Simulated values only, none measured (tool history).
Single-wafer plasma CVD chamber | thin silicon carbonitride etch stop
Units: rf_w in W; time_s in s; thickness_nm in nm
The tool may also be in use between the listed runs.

run 1 hour=0 | rf_w=225 time_s=19.6 | thickness_nm=10.332
run 2 hour=3.1 | rf_w=225 time_s=18.2 | thickness_nm=9.5326
run 3 hour=5.1 | rf_w=230 time_s=18.6 | thickness_nm=9.7965
run 4 hour=11.1 | rf_w=255 time_s=18.6 | thickness_nm=10.033
run 5 hour=12.5 | rf_w=280 time_s=18.6 | thickness_nm=10.199
run 6 hour=18.1 | rf_w=255 time_s=18.6 | thickness_nm=9.9959

Run 7 comes next. What will it give?
run 7 hour=19.5 | rf_w=260 time_s=19.1 | thickness_nm=?

{"run 7": {"thickness_nm": 10.339}}

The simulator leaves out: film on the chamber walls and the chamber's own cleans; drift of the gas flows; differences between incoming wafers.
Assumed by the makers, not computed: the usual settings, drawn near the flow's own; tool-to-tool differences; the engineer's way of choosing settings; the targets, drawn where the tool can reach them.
